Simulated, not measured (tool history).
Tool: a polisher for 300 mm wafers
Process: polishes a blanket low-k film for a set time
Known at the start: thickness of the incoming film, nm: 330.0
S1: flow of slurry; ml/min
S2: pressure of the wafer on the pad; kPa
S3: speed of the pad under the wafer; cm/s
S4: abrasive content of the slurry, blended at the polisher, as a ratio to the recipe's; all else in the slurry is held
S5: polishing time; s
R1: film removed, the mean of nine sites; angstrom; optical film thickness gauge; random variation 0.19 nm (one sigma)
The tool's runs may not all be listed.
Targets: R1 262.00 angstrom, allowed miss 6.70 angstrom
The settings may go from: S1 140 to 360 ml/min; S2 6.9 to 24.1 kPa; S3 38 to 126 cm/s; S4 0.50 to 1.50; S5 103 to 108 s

run 1 hour=0.0 | S1=230 S2=15.2 S3=82 S4=1.00 S5=103 | R1=351.37
run 2 hour=1.1 | S1=230 S2=15.2 S3=82 S4=0.90 S5=103 | R1=323.86
run 3 hour=5.3 | S1=230 S2=17.2 S3=82 S4=0.90 S5=103 | R1=357.75
run 4 hour=13.9 | S1=180 S2=17.2 S3=82 S4=0.90 S5=103 | R1=347.43
run 5 hour=22.3 | S1=180 S2=17.2 S3=82 S4=1.00 S5=103 | R1=378.98
run 6 hour=24.0 | S1=180 S2=17.2 S3=92 S4=1.00 S5=103 | R1=417.20
run 7 hour=25.4 | S1=175 S2=15.2 S3=92 S4=1.00 S5=103 | R1=373.12
run 8 hour=32.0 | S1=170 S2=13.8 S3=92 S4=1.00 S5=103 | R1=347.45
run 9 hour=34.5 | S1=170 S2=12.4 S3=92 S4=1.00 S5=103 | R1=319.41
run 10 hour=38.2 | S1=170 S2=11.7 S3=92 S4=1.00 S5=103 | R1=310.08
run 11 hour=45.5 | S1=170 S2=11.0 S3=92 S4=1.00 S5=103 | R1=297.44
-- hour=51.6 slurry blender recalibrated
run 12 hour=51.6 | S1=170 S2=10.3 S3=92 S4=1.00 S5=103 | R1=341.78
run 13 hour=56.3 | S1=170 S2=9.7 S3=84 S4=1.00 S5=103 | R1=305.33
run 14 hour=64.4 | S1=170 S2=9.0 S3=80 S4=1.00 S5=103 | R1=274.98

4 next moves are on the table. One of them brings every result within its allowed miss. Which?
run A hour=72.5 | S1=210 S2=9.7 S3=92 S4=0.70 S5=107 | R1=?
run B hour=72.5 | S1=220 S2=10.3 S3=68 S4=1.10 S5=103 | R1=?
run C hour=72.5 | S1=190 S2=6.9 S3=88 S4=0.95 S5=104 | R1=?
run D hour=72.5 | S1=175 S2=7.6 S3=72 S4=1.10 S5=103 | R1=?

move=A R1=261.49
move=B R1=290.73
move=C R1=249.12
move=D R1=241.27
A: meets every target
B: further off than the last run
C: takes the result that was furthest off past its target
D: takes the result that was furthest off past its target
Answer: A
